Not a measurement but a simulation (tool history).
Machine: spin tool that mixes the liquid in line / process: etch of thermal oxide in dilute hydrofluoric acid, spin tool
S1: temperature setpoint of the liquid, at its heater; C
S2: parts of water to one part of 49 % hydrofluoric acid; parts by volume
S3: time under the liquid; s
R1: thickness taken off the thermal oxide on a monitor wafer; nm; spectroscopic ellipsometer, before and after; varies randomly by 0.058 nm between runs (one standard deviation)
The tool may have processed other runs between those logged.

run 1 hour=0.0 | S1=22.0 S2=120 S3=265 | R1=9.0288
run 2 hour=6.2 | S1=21.5 S2=120 S3=265 | R1=8.6662
run 3 hour=11.4 | S1=23.5 S2=120 S3=265 | R1=9.3491
run 4 hour=12.3 | S1=23.5 S2=120 S3=265 | R1=9.3717
run 5 hour=17.3 | S1=26.0 S2=120 S3=265 | R1=10.3710
run 6 hour=19.4 | S1=26.0 S2=120 S3=265 | R1=10.3320
run 7 hour=21.4 | S1=25.0 S2=120 S3=265 | R1=9.9859
run 8 hour=23.6 | S1=24.0 S2=120 S3=265 | R1=9.6709

Forecast run 9:
run 9 hour=27.1 | S1=23.0 S2=120 S3=265 | R1=?

{"run 9": {"R1": 9.3294}}
